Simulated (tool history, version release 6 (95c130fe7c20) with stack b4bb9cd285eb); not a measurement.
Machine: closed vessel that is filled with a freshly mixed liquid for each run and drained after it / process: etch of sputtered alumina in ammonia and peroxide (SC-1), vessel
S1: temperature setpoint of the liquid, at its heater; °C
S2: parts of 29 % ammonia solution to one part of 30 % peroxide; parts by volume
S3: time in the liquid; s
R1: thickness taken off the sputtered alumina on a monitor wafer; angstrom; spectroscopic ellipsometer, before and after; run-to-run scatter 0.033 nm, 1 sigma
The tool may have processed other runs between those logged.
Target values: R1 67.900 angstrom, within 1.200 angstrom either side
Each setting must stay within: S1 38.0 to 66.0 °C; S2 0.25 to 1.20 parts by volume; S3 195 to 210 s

{"run": 1, "hour": 0.0, "S1": 50.0, "S2": 0.95, "S3": 195, "R1": 108.32}
{"run": 2, "hour": 6.5, "S1": 57.0, "S2": 0.95, "S3": 195, "R1": 157.0}
{"run": 3, "hour": 8.5, "S1": 57.0, "S2": 0.95, "S3": 195, "R1": 157.78}
{"run": 4, "hour": 13.6, "S1": 57.0, "S2": 0.95, "S3": 195, "R1": 157.36}
{"run": 5, "hour": 16.1, "S1": 57.0, "S2": 0.8, "S3": 195, "R1": 153.34}
{"run": 6, "hour": 22.7, "S1": 57.0, "S2": 0.8, "S3": 210, "R1": 163.79}
{"run": 7, "hour": 29.7, "S1": 52.5, "S2": 0.8, "S3": 210, "R1": 129.74}
{"run": 8, "hour": 34.4, "S1": 49.0, "S2": 0.8, "S3": 210, "R1": 108.0}
{"run": 9, "hour": 43.2, "S1": 46.5, "S2": 0.8, "S3": 210, "R1": 94.385}

Exactly one of the 5 candidate moves below puts every result within its allowed miss. Which one?
{"run": "A", "hour": 52.0, "S1": 40.0, "S2": 0.75, "S3": 195, "R1": "?"}
{"run": "B", "hour": 52.0, "S1": 44.5, "S2": 0.55, "S3": 195, "R1": "?"}
{"run": "C", "hour": 52.0, "S1": 43.0, "S2": 0.8, "S3": 210, "R1": "?"}
{"run": "D", "hour": 52.0, "S1": 42.0, "S2": 0.95, "S3": 195, "R1": "?"}
{"run": "E", "hour": 52.0, "S1": 55.5, "S2": 1.0, "S3": 210, "R1": "?"}

move=A R1=59.420
move=B R1=74.916
move=C R1=76.710
move=D R1=68.333
move=E R1=156.390
A: takes the biggest miss from the last run beyond its target
B: closes in on the targets versus the last run, not all within tolerance yet
C: closes in on the targets versus the last run, not all within tolerance yet
D: all results land within tolerance of their targets
E: further off than the last run
Correct choice: D, which meets every target

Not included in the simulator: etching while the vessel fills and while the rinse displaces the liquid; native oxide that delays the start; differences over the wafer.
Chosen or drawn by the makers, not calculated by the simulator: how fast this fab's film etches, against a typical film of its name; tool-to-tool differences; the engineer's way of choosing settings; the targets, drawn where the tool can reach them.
